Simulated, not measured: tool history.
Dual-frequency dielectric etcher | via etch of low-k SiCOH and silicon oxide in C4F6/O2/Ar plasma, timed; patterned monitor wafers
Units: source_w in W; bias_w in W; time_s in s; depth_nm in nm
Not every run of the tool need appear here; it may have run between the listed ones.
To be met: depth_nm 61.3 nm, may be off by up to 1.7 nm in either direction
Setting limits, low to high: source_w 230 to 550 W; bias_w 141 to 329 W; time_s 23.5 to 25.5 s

run	hour	source_w	bias_w	time_s	depth_nm
1	0	390	235	25.5	74.322
2	7.3	430	235	25.5	77.269
3	9.9	460	235	25.5	79.662
4	13.8	440	229	25.5	76.553
# hour 19.4: wet clean of the chamber
5	19.4	440	229	25.5	76.47
6	24.5	440	270	25.5	79.733
7	27	420	263	25.5	76.499
8	32.3	400	261	25.5	75.13
9	39.7	380	258	25.5	74.338

Next run, 4 choices. One meets every target within its allowed miss, the rest don't. Which?
A	47.1	360	260	24	?
B	47.1	370	208	23.5	?
C	47.1	420	281	24	?
D	47.1	370	212	25.5	?

move	depth_nm
A	66.782
B	61.145
C	73.671
D	66.796
A: nearer the targets than the last run, but a result is still out of spec
B: all results in spec
C: nearer the targets than the last run, but a result is still out of spec
D: nearer the targets than the last run, but a result is still out of spec
Correct choice: B, which meets every target

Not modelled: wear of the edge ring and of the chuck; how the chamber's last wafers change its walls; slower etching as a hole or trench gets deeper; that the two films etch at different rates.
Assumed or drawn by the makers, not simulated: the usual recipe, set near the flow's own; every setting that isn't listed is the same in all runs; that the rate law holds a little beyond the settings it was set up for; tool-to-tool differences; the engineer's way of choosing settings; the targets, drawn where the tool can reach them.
